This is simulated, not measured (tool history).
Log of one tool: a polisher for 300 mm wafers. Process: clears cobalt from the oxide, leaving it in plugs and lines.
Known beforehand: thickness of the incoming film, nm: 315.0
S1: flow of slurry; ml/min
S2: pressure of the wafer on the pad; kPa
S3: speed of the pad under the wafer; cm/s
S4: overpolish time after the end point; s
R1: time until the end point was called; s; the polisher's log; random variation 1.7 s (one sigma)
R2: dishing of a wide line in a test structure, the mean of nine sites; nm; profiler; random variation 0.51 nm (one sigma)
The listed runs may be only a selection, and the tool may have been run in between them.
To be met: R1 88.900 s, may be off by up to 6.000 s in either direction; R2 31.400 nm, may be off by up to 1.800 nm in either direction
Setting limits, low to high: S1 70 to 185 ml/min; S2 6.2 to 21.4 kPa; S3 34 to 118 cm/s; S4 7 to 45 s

run 1 hour=0.0 | S1=120 S2=13.8 S3=76 S4=23 | R1=73.930 R2=44.078
run 2 hour=6.6 | S1=120 S2=13.8 S3=88 S4=23 | R1=65.554 R2=45.489
run 3 hour=15.2 | S1=120 S2=12.4 S3=88 S4=23 | R1=71.830 R2=45.188
run 4 hour=21.3 | S1=120 S2=12.4 S3=104 S4=23 | R1=61.303 R2=45.454
run 5 hour=23.0 | S1=120 S2=12.4 S3=104 S4=30 | R1=62.967 R2=49.363
run 6 hour=27.1 | S1=105 S2=10.3 S3=108 S4=22 | R1=72.956 R2=43.972
-- hour=31.3 slurry nozzle cleaned
run 7 hour=31.3 | S1=130 S2=9.0 S3=104 S4=17 | R1=78.030 R2=37.259
run 8 hour=36.4 | S1=130 S2=6.9 S3=102 S4=9 | R1=109.130 R2=20.641

Below are 5 possible settings for the next run. Only one of them brings all results inside the allowed miss of their targets. Which is it?
run A hour=41.5 | S1=135 S2=9.0 S3=114 S4=11 | R1=? R2=?
run B hour=41.5 | S1=155 S2=9.0 S3=92 S4=17 | R1=? R2=?
run C hour=41.5 | S1=165 S2=7.6 S3=104 S4=14 | R1=? R2=?
run D hour=41.5 | S1=110 S2=6.2 S3=96 S4=22 | R1=? R2=?
run E hour=41.5 | S1=100 S2=9.0 S3=116 S4=10 | R1=? R2=?

move=A R1=74.684 R2=29.897
move=B R1=87.869 R2=35.255
move=C R1=91.783 R2=30.637
move=D R1=127.670 R2=33.126
move=E R1=78.055 R2=27.260
A: the worst result of the last run now meets its target, but another is out of spec
B: takes the biggest miss from the last run beyond its target
C: in spec on every target
D: the worst result of the last run now meets its target, but another is out of spec
E: closes in on the targets versus the last run, not all within tolerance yet
Answer: C
